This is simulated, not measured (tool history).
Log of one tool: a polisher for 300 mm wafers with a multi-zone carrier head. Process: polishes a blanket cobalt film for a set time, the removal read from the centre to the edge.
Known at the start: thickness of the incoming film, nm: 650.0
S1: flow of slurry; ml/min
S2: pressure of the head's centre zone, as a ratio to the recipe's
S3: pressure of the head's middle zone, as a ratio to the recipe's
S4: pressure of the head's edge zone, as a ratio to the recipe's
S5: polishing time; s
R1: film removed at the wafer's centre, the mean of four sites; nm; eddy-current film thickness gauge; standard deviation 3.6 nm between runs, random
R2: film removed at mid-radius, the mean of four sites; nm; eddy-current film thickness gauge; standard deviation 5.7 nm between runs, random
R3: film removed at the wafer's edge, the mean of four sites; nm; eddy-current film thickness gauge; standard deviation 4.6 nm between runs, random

Run 1, hour 0.0: S1 140 ml/min, S2 1.00, S3 1.00, S4 1.00, S5 38 s. Result: R1 262.35 nm, R2 267.96 nm, R3 259.47 nm.
Run 2, hour 1.5: S1 150 ml/min, S2 1.01, S3 1.04, S4 1.02, S5 40 s. Result: R1 284.33 nm, R2 299.77 nm, R3 279.21 nm.
Run 3, hour 5.4: S1 150 ml/min, S2 0.94, S3 1.04, S4 1.02, S5 40 s. Result: R1 261.74 nm, R2 303.28 nm, R3 276.97 nm.
Run 4, hour 13.5: S1 160 ml/min, S2 0.97, S3 1.07, S4 1.04, S5 42 s. Result: R1 290.07 nm, R2 328.39 nm, R3 303.45 nm.
Run 5, hour 22.4: S1 160 ml/min, S2 0.97, S3 1.07, S4 1.10, S5 42 s. Result: R1 290.69 nm, R2 324.04 nm, R3 308.73 nm.
Run 6, hour 27.6: S1 160 ml/min, S2 0.97, S3 1.02, S4 1.10, S5 42 s. Result: R1 291.65 nm, R2 311.81 nm, R3 309.55 nm.
Run 7, hour 36.4: S1 170 ml/min, S2 0.99, S3 1.06, S4 1.09, S5 43 s. Result: R1 300.33 nm, R2 331.24 nm, R3 325.32 nm.

Estimate the outcome of run 8 from the log above:
Run 8, hour 37.6: S1 165 ml/min, S2 1.01, S3 1.09, S4 1.07, S5 44 s. Result: R1 ?, R2 ?, R3 ?.

R1: 316.98 nm
R2: 356.45 nm
R3: 325.96 nm
